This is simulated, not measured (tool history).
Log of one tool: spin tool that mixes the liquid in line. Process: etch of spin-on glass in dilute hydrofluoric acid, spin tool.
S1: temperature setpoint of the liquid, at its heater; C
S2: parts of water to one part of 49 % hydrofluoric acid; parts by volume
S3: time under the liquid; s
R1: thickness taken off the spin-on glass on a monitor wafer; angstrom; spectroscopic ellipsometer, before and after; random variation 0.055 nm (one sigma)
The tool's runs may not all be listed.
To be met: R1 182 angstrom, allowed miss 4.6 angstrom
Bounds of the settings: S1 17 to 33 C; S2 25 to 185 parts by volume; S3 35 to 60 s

run,hour,S1,S2,S3,R1
1,0,25,105,60,152.31
2,0.9,25.5,105,60,155.79
3,5.2,26,105,60,159.07
4,6.2,26,105,35,92.674
5,7.7,22.5,105,35,80.117
# hour 11: thermometer replaced
6,11,22.5,90,35,101.78
7,14.9,23.5,90,35,105.99
8,19.7,24.5,90,35,109.79
9,25.7,25.5,90,35,115.39
10,26.9,26.5,90,35,119.16
11,34.1,27.5,85,35,131.94

Which of these 5 next moves meets every target?
A,41.3,27.5,80,45,?
B,41.3,30,90,50,?
C,41.3,27.5,95,50,?
D,41.3,27,75,45,?
E,41.3,31.5,110,60,?

move,R1
A,182.15
B,195.27
C,166.99
D,191.84
E,196.98
A: meets every target
B: takes the result that was furthest off past its target
C: nearer than the last run, and not there yet
D: takes the result that was furthest off past its target
E: takes the result that was furthest off past its target
The right move is A.
